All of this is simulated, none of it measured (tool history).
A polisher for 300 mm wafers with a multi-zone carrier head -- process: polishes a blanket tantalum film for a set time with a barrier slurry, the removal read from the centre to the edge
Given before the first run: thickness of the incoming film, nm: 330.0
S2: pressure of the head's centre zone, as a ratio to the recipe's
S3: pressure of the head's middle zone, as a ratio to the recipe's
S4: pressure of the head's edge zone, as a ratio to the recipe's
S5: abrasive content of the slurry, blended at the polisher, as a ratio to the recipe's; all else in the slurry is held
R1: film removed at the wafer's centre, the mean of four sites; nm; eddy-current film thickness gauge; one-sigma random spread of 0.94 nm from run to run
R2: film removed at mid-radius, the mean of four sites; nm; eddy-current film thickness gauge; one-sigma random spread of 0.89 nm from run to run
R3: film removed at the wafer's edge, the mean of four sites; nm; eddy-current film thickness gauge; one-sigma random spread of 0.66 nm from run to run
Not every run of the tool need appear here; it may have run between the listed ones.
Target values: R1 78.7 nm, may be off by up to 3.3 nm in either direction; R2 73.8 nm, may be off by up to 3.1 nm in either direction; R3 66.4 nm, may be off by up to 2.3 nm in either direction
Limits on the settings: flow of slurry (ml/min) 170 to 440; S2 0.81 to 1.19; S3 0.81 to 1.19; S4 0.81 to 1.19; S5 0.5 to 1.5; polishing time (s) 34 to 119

{"run": 1, "day": 0.0, "flow of slurry (ml/min)": 280, "S2": 1, "S3": 1, "S4": 1, "S5": 1, "polishing time (s)": 76, "R1": 133.1, "R2": 131.3, "R3": 128.51}
{"run": 2, "day": 0.075, "flow of slurry (ml/min)": 280, "S2": 1.01, "S3": 1, "S4": 0.97, "S5": 0.9, "polishing time (s)": 70, "R1": 118.53, "R2": 118.75, "R3": 115.06}
{"run": 3, "day": 0.329, "flow of slurry (ml/min)": 280, "S2": 0.97, "S3": 1, "S4": 0.97, "S5": 0.9, "polishing time (s)": 70, "R1": 113.12, "R2": 118.37, "R3": 114.83}
{"run": 4, "day": 0.442, "flow of slurry (ml/min)": 285, "S2": 1, "S3": 1.01, "S4": 0.95, "S5": 0.85, "polishing time (s)": 64, "R1": 105.36, "R2": 107.15, "R3": 101}
{"run": 5, "day": 0.792, "flow of slurry (ml/min)": 290, "S2": 1.02, "S3": 1.01, "S4": 0.94, "S5": 0.8, "polishing time (s)": 60, "R1": 99.444, "R2": 97.799, "R3": 93.445}
{"run": 6, "day": 0.967, "flow of slurry (ml/min)": 290, "S2": 1.02, "S3": 1.01, "S4": 0.94, "S5": 0.8, "polishing time (s)": 50, "R1": 83.813, "R2": 81.105, "R3": 76.95}
{"run": 7, "day": 1.262, "flow of slurry (ml/min)": 290, "S2": 1.03, "S3": 1.01, "S4": 0.92, "S5": 0.75, "polishing time (s)": 50, "R1": 82.612, "R2": 79.802, "R3": 75.423}
{"run": 8, "day": 1.45, "flow of slurry (ml/min)": 290, "S2": 1.04, "S3": 1.01, "S4": 0.9, "S5": 0.7, "polishing time (s)": 50, "R1": 79.525, "R2": 78.073, "R3": 72.615}
{"run": 9, "day": 1.746, "flow of slurry (ml/min)": 290, "S2": 1.05, "S3": 1.01, "S4": 0.88, "S5": 0.7, "polishing time (s)": 50, "R1": 80.025, "R2": 77.527, "R3": 72.203}
{"run": 10, "day": 1.783, "flow of slurry (ml/min)": 290, "S2": 1.06, "S3": 1.01, "S4": 0.87, "S5": 0.7, "polishing time (s)": 50, "R1": 82.334, "R2": 78.58, "R3": 73.433}
{"run": 11, "day": 1.988, "flow of slurry (ml/min)": 295, "S2": 1.07, "S3": 1.02, "S4": 0.87, "S5": 0.65, "polishing time (s)": 50, "R1": 80.635, "R2": 75.284, "R3": 69.555}
{"run": 12, "day": 2.104, "flow of slurry (ml/min)": 295, "S2": 1.07, "S3": 1.02, "S4": 0.86, "S5": 0.65, "polishing time (s)": 50, "R1": 79.585, "R2": 75.035, "R3": 69.34}
{"run": 13, "day": 2.308, "flow of slurry (ml/min)": 295, "S2": 1.07, "S3": 1.02, "S4": 0.85, "S5": 0.65, "polishing time (s)": 50, "R1": 79.599, "R2": 76.243, "R3": 69.663}
{"run": 14, "day": 2.354, "flow of slurry (ml/min)": 295, "S2": 1.08, "S3": 1.02, "S4": 0.85, "S5": 0.65, "polishing time (s)": 50, "R1": 81.514, "R2": 75.035, "R3": 69.579}
{"run": 15, "day": 2.5, "flow of slurry (ml/min)": 295, "S2": 1.08, "S3": 1.02, "S4": 0.84, "S5": 0.65, "polishing time (s)": 50, "R1": 80.385, "R2": 75.377, "R3": 68.983}

Of the 4 settings listed for the next run, only one would bring every result within its allowed miss of target. Which one?
{"run": "A", "day": 2.646, "flow of slurry (ml/min)": 265, "S2": 1.08, "S3": 1.04, "S4": 0.81, "S5": 0.6, "polishing time (s)": 51, "R1": "?", "R2": "?", "R3": "?"}
{"run": "B", "day": 2.646, "flow of slurry (ml/min)": 400, "S2": 1.15, "S3": 1, "S4": 0.81, "S5": 0.95, "polishing time (s)": 42, "R1": "?", "R2": "?", "R3": "?"}
{"run": "C", "day": 2.646, "flow of slurry (ml/min)": 325, "S2": 1.04, "S3": 0.95, "S4": 0.88, "S5": 0.65, "polishing time (s)": 52, "R1": "?", "R2": "?", "R3": "?"}
{"run": "D", "day": 2.646, "flow of slurry (ml/min)": 305, "S2": 1.11, "S3": 0.91, "S4": 0.9, "S5": 0.7, "polishing time (s)": 48, "R1": "?", "R2": "?", "R3": "?"}

move=A R1=78.326 R2=73.892 R3=66.992
move=B R1=86.159 R2=73.659 R3=68.462
move=C R1=81.883 R2=74.114 R3=74.122
move=D R1=82.572 R2=67.73 R3=70.892
A: meets every target
B: gets the furthest-off result to its target, but another result is out of tolerance
C: lands further from the targets than the last run did
D: lands further from the targets than the last run did
So the answer is move A, the one that meets all the targets.
